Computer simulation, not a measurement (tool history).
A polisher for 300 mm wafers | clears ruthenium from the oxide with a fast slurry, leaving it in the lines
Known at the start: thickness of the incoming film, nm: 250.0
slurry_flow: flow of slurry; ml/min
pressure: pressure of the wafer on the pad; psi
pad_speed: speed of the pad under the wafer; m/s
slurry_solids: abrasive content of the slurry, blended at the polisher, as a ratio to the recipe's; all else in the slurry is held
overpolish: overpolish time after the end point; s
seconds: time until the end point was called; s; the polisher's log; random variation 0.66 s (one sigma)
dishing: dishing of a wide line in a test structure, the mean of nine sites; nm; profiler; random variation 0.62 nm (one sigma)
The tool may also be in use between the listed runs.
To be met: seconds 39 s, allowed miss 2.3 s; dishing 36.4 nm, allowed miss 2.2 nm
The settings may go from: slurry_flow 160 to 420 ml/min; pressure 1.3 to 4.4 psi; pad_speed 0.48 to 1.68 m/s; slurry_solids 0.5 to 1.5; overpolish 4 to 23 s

Run 1, hour 0: slurry_flow 270 ml/min, pressure 2.8 psi, pad_speed 1.08 m/s, slurry_solids 1, overpolish 12 s. Result: seconds 54.452 s, dishing 32.843 nm.
Run 2, hour 3: slurry_flow 270 ml/min, pressure 2.8 psi, pad_speed 0.86 m/s, slurry_solids 1, overpolish 12 s. Result: seconds 65.704 s, dishing 29.194 nm.
Run 3, hour 8.3: slurry_flow 270 ml/min, pressure 3.2 psi, pad_speed 0.88 m/s, slurry_solids 1, overpolish 11 s. Result: seconds 59.01 s, dishing 29.261 nm.
Run 4, hour 8.8: slurry_flow 270 ml/min, pressure 3.2 psi, pad_speed 1.12 m/s, slurry_solids 1, overpolish 11 s. Result: seconds 46.21 s, dishing 34.726 nm.
Run 5, hour 13: slurry_flow 270 ml/min, pressure 3.2 psi, pad_speed 0.94 m/s, slurry_solids 1, overpolish 11 s. Result: seconds 56.894 s, dishing 31.098 nm.
Run 6, hour 19: slurry_flow 225 ml/min, pressure 3.2 psi, pad_speed 0.94 m/s, slurry_solids 1, overpolish 11 s. Result: seconds 56.672 s, dishing 30.571 nm.
Run 7, hour 22.5: slurry_flow 225 ml/min, pressure 3.5 psi, pad_speed 0.96 m/s, slurry_solids 1, overpolish 11 s. Result: seconds 52.571 s, dishing 31.501 nm.
Run 8, hour 25.3: slurry_flow 230 ml/min, pressure 3.8 psi, pad_speed 0.98 m/s, slurry_solids 1, overpolish 11 s. Result: seconds 47.407 s, dishing 35.04 nm.
Run 9, hour 33.9: slurry_flow 235 ml/min, pressure 4 psi, pad_speed 1 m/s, slurry_solids 1, overpolish 10 s. Result: seconds 42.667 s, dishing 34.723 nm.
Run 10, hour 40.2: slurry_flow 240 ml/min, pressure 4.1 psi, pad_speed 1 m/s, slurry_solids 1, overpolish 10 s. Result: seconds 43.903 s, dishing 33.894 nm.

Which of these 4 next moves meets every target?
Run A, hour 46.5: slurry_flow 280 ml/min, pressure 4.1 psi, pad_speed 0.8 m/s, slurry_solids 1.3, overpolish 12 s. Result: seconds ?, dishing ?.
Run B, hour 46.5: slurry_flow 190 ml/min, pressure 4.3 psi, pad_speed 1.14 m/s, slurry_solids 0.95, overpolish 10 s. Result: seconds ?, dishing ?.
Run C, hour 46.5: slurry_flow 245 ml/min, pressure 4.4 psi, pad_speed 1.08 m/s, slurry_solids 1.15, overpolish 9 s. Result: seconds ?, dishing ?.
Run D, hour 46.5: slurry_flow 230 ml/min, pressure 4.1 psi, pad_speed 0.94 m/s, slurry_solids 1, overpolish 10 s. Result: seconds ?, dishing ?.

move  seconds  dishing
   A   46.498   37.722
   B   38.853   37.663
   C   35.109   37.575
   D   46.168   33.899
A: further off than the last run
B: meets every target
C: takes the result that was furthest off past its target
D: further off than the last run
Move B is the one to make.
